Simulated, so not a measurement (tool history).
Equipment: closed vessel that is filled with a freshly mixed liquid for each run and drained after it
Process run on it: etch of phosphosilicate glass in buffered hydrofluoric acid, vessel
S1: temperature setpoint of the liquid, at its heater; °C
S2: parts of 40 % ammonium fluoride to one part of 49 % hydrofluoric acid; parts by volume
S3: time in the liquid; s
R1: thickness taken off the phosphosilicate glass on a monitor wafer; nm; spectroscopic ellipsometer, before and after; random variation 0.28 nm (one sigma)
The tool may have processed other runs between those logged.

run	hour	S1	S2	S3	R1
1	0.0	20.0	19.5	30	97.830
2	8.8	23.5	19.5	30	118.770
3	17.8	22.0	19.5	30	109.440
4	26.3	22.0	19.5	30	109.450
5	31.0	22.0	23.5	30	95.534
6	35.2	22.0	23.5	30	95.246
7	43.4	21.0	23.5	30	89.927
8	51.0	21.0	23.5	30	90.422
# hour 56.5: thermometer replaced
9	56.5	20.5	23.5	30	98.438

For run 10, what comes out?
10	57.8	19.5	25.0	30	?

{"run 10": {"R1": 90.413}}

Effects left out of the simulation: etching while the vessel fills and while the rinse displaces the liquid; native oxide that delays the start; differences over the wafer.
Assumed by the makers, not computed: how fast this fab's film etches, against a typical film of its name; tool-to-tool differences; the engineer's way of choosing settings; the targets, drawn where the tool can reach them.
